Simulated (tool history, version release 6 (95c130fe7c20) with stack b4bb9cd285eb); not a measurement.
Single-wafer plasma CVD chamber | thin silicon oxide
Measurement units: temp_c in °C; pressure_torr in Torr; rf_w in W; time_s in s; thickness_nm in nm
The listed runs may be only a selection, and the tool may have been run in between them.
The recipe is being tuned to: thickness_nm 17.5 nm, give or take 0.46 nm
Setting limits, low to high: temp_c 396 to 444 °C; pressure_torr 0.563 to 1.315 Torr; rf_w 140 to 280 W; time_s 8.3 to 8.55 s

run 1 hour=0 | temp_c=420 pressure_torr=0.939 rf_w=210 time_s=8.3 | thickness_nm=15.068
run 2 hour=8.9 | temp_c=420 pressure_torr=0.939 rf_w=210 time_s=8.55 | thickness_nm=15.512
run 3 hour=13 | temp_c=420 pressure_torr=0.956 rf_w=210 time_s=8.55 | thickness_nm=15.604
run 4 hour=21.3 | temp_c=420 pressure_torr=0.956 rf_w=210 time_s=8.55 | thickness_nm=15.637
run 5 hour=27.3 | temp_c=420 pressure_torr=0.956 rf_w=210 time_s=8.55 | thickness_nm=15.688
run 6 hour=32.1 | temp_c=427 pressure_torr=0.956 rf_w=210 time_s=8.55 | thickness_nm=15.524
run 7 hour=34.2 | temp_c=427 pressure_torr=0.974 rf_w=210 time_s=8.55 | thickness_nm=15.702
run 8 hour=38.3 | temp_c=427 pressure_torr=1.12 rf_w=215 time_s=8.55 | thickness_nm=16.913
run 9 hour=45.2 | temp_c=427 pressure_torr=1.12 rf_w=215 time_s=8.55 | thickness_nm=16.633
run 10 hour=51.7 | temp_c=427 pressure_torr=1.133 rf_w=215 time_s=8.55 | thickness_nm=16.809
run 11 hour=58.2 | temp_c=427 pressure_torr=1.143 rf_w=215 time_s=8.55 | thickness_nm=17
run 12 hour=63 | temp_c=427 pressure_torr=1.15 rf_w=215 time_s=8.55 | thickness_nm=17.039
run 13 hour=71.2 | temp_c=427 pressure_torr=1.156 rf_w=215 time_s=8.55 | thickness_nm=16.867

Exercise: of the 4 proposed moves below, exactly one satisfies all targets within the stated allowed misses. Which move is it?
run A hour=79.4 | temp_c=418 pressure_torr=1.165 rf_w=225 time_s=8.54 | thickness_nm=?
run B hour=79.4 | temp_c=428 pressure_torr=1.141 rf_w=200 time_s=8.3 | thickness_nm=?
run C hour=79.4 | temp_c=429 pressure_torr=1.164 rf_w=205 time_s=8.31 | thickness_nm=?
run D hour=79.4 | temp_c=422 pressure_torr=1.191 rf_w=210 time_s=8.3 | thickness_nm=?

move=A thickness_nm=17.349
move=B thickness_nm=16.046
move=C thickness_nm=16.314
move=D thickness_nm=16.65
A: meets every target
B: the biggest miss grows against the last run
C: the biggest miss grows against the last run
D: the biggest miss grows against the last run
A is the move that brings every result within its allowed miss.
